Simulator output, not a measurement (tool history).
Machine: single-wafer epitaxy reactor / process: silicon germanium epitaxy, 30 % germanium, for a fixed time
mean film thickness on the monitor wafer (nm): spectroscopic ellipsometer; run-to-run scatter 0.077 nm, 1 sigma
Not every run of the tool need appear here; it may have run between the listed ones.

run	day	wafer temperature setpoint (pyrometer-controlled) (deg C)	chamber pressure (Torr)	mean film thickness on the monitor wafer (nm)
1	0	590	14.2	41.288
2	0.108	590	16.6	43.528
3	0.421	588	16.6	41.858
4	0.746	586	16.6	40.455
5	1.058	584	16.6	38.887
6	1.138	584	18.5	40.494
7	1.362	582	18.5	38.748
8	1.508	580	18.5	37.423

Run 9 has not been measured yet. What should we expect?
9	1.588	579	18.5	?

{"run 9": {"mean film thickness on the monitor wafer (nm)": 36.69}}
